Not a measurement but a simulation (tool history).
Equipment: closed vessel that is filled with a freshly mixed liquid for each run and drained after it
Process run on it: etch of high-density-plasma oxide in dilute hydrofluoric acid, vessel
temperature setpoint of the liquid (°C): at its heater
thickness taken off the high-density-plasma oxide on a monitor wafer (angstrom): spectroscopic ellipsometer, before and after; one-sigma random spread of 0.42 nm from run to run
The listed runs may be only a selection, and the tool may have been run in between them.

run	hour	temperature setpoint of the liquid (°C)	parts of water to one part of 49 % hydrofluoric acid (parts by volume)	time in the liquid (s)	thickness taken off the high-density-plasma oxide on a monitor wafer (angstrom)
1	0	25	55	105	160.39
2	6.9	27	55	105	174.85
3	10.6	27	40	105	240.93
4	15	25.5	40	105	230.3
5	17.1	22.5	40	105	200.67
6	17.8	23.5	40	105	212.91
7	23.1	24.5	40	105	219.16
8	28.6	25.5	40	105	228.74
9	34.6	26.5	40	105	240.96
10	41.7	27	40	105	248.3
11	45.7	27.5	40	105	252.65
12	53.1	28	40	105	250.34
13	56.3	28.5	40	105	259.51

Expected results for the next run?
14	57.3	29	40	105	?

thickness taken off the high-density-plasma oxide on a monitor wafer (angstrom): 264.75
